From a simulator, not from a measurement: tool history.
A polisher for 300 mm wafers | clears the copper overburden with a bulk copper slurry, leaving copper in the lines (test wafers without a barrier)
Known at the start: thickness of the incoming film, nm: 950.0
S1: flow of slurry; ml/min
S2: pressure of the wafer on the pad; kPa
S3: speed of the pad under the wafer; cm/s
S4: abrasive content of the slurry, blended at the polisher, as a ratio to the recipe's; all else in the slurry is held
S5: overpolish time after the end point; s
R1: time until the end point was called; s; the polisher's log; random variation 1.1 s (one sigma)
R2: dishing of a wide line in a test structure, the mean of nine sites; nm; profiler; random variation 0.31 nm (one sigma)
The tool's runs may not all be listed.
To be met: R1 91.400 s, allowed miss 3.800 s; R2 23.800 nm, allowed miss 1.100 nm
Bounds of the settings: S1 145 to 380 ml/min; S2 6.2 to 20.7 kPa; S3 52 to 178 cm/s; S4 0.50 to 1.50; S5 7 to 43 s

run  hour   S1    S2   S3    S4  S5       R1      R2
  1   0.0  245  13.1  114  1.00  22  143.480  22.984
  2   5.5  245   9.7  114  1.00  22  178.810  22.076
  3   7.0  245   9.7  114  1.00  26  176.220  22.650
  4   9.1  245   9.7   96  1.00  26  201.880  22.771
  5  11.5  245   9.7   96  1.00  20  199.570  21.776
  6  19.3  245   9.7   96  1.00  25  201.950  22.005
  7  23.0  245  13.1  100  1.00  21  159.330  23.453
  8  29.6  240  14.5  112  1.00  17  133.600  22.363
  9  33.8  240  15.9  114  1.00  17  120.090  22.859
     39.6  -- head pressure recalibrated
 10  39.6  240  17.2  114  1.00  17  120.940  22.820

Which of these 5 next moves meets every target?
  A  45.4  255  20.7  158  1.15  22   ?   ?
  B  45.4  245  16.5   68  0.90  33   ?   ?
  C  45.4  195  17.2   86  0.90  18   ?   ?
  D  45.4  190  20.0   58  0.80  31   ?   ?
  E  45.4  250  17.9  154  1.10  27   ?   ?

move       R1      R2
   A   78.139  24.146
   B  185.120  23.633
   C  156.770  23.096
   D  184.520  23.939
   E   91.170  23.885
A: takes the result that was furthest off past its target
B: further off than the last run
C: further off than the last run
D: further off than the last run
E: meets every target
Move E is the one to make.
